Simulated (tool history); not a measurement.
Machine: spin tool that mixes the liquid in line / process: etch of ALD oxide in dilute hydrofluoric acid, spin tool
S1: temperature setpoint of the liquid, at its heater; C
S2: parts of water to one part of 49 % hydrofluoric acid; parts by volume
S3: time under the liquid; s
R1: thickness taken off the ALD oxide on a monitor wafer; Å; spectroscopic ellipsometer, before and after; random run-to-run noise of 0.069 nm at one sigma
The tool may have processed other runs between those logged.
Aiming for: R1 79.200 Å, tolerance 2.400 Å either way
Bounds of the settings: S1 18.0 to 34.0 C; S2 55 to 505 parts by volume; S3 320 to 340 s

run 1 hour=0.0 | S1=26.0 S2=280 S3=320 | R1=88.462
run 2 hour=5.1 | S1=25.0 S2=280 S3=320 | R1=87.860
run 3 hour=7.2 | S1=25.0 S2=280 S3=340 | R1=92.952
run 4 hour=14.3 | S1=24.0 S2=280 S3=340 | R1=88.559
run 5 hour=15.7 | S1=23.5 S2=280 S3=340 | R1=87.882
run 6 hour=22.1 | S1=23.5 S2=355 S3=340 | R1=65.566
run 7 hour=26.4 | S1=25.0 S2=355 S3=340 | R1=68.795
run 8 hour=33.8 | S1=26.0 S2=355 S3=340 | R1=71.100

5 next moves are on the table. One of them brings every result within its allowed miss. Which?
run A hour=41.2 | S1=23.0 S2=360 S3=340 | R1=?
run B hour=41.2 | S1=26.0 S2=345 S3=335 | R1=?
run C hour=41.2 | S1=28.0 S2=380 S3=320 | R1=?
run D hour=41.2 | S1=23.5 S2=305 S3=340 | R1=?
run E hour=41.2 | S1=26.5 S2=345 S3=340 | R1=?

move=A R1=62.128
move=B R1=71.628
move=C R1=64.022
move=D R1=78.525
move=E R1=73.901
A: further off than the last run
B: moves toward the targets from the last run without getting all of them in spec
C: further off than the last run
D: hits every target within its allowed miss
E: moves toward the targets from the last run without getting all of them in spec
D is the move that brings every result within its allowed miss.
